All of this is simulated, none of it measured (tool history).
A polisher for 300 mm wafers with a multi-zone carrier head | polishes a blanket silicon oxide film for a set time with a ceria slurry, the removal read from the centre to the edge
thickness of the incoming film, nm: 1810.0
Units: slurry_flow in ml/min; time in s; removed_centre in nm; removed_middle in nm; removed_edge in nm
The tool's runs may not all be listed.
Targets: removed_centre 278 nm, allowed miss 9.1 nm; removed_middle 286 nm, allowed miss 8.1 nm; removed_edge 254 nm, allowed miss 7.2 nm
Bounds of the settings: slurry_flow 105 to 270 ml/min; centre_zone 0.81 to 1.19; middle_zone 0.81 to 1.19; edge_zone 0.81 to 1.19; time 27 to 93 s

run 1 day=0 | slurry_flow=175 centre_zone=1 middle_zone=1 edge_zone=1 time=59 | removed_centre=266.32 removed_middle=253.23 removed_edge=258.35
run 2 day=0.171 | slurry_flow=150 centre_zone=1 middle_zone=1 edge_zone=1 time=59 | removed_centre=259.39 removed_middle=243.59 removed_edge=254.4
run 3 day=0.279 | slurry_flow=170 centre_zone=1 middle_zone=1.03 edge_zone=0.98 time=59 | removed_centre=266.41 removed_middle=256.87 removed_edge=255.2
run 4 day=0.496 | slurry_flow=185 centre_zone=1 middle_zone=1.05 edge_zone=0.96 time=59 | removed_centre=276.57 removed_middle=262.16 removed_edge=256.36
run 5 day=0.658 | slurry_flow=185 centre_zone=1.08 middle_zone=1.05 edge_zone=0.96 time=59 | removed_centre=296.89 removed_middle=268.38 removed_edge=252.26
run 6 day=0.692 | slurry_flow=185 centre_zone=1.01 middle_zone=1.05 edge_zone=0.96 time=59 | removed_centre=272.16 removed_middle=268.24 removed_edge=257.29
run 7 day=0.908 | slurry_flow=185 centre_zone=1.01 middle_zone=1.05 edge_zone=0.96 time=59 | removed_centre=272.16 removed_middle=264.38 removed_edge=251.62
-- day=1.283 centre zone pressure recalibrated
run 8 day=1.283 | slurry_flow=195 centre_zone=1.01 middle_zone=1.07 edge_zone=0.96 time=59 | removed_centre=263.88 removed_middle=269.69 removed_edge=254.98
run 9 day=1.421 | slurry_flow=200 centre_zone=1.02 middle_zone=1.08 edge_zone=0.95 time=59 | removed_centre=265.96 removed_middle=277.63 removed_edge=260.53
run 10 day=1.479 | slurry_flow=200 centre_zone=1.03 middle_zone=1.09 edge_zone=0.93 time=59 | removed_centre=265.61 removed_middle=276.96 removed_edge=249.5
run 11 day=1.721 | slurry_flow=205 centre_zone=1.04 middle_zone=1.09 edge_zone=0.93 time=59 | removed_centre=270.25 removed_middle=276.05 removed_edge=252.35

4 next moves are on the table. One of them brings every result within its allowed miss. Which?
run A day=1.962 | slurry_flow=230 centre_zone=1.01 middle_zone=1.1 edge_zone=0.98 time=55 | removed_centre=? removed_middle=? removed_edge=?
run B day=1.962 | slurry_flow=230 centre_zone=1.06 middle_zone=1.12 edge_zone=0.93 time=58 | removed_centre=? removed_middle=? removed_edge=?
run C day=1.962 | slurry_flow=215 centre_zone=0.99 middle_zone=1.09 edge_zone=0.95 time=58 | removed_centre=? removed_middle=? removed_edge=?
run D day=1.962 | slurry_flow=195 centre_zone=1.06 middle_zone=1.09 edge_zone=0.97 time=58 | removed_centre=? removed_middle=? removed_edge=?

move=A removed_centre=247.27 removed_middle=263.07 removed_edge=248.85
move=B removed_centre=273.8 removed_middle=281.69 removed_edge=255.95
move=C removed_centre=252.9 removed_middle=272.74 removed_edge=256.8
move=D removed_centre=266.48 removed_middle=268.6 removed_edge=256.47
A: further off than the last run
B: meets every target
C: further off than the last run
D: further off than the last run
Answer: B

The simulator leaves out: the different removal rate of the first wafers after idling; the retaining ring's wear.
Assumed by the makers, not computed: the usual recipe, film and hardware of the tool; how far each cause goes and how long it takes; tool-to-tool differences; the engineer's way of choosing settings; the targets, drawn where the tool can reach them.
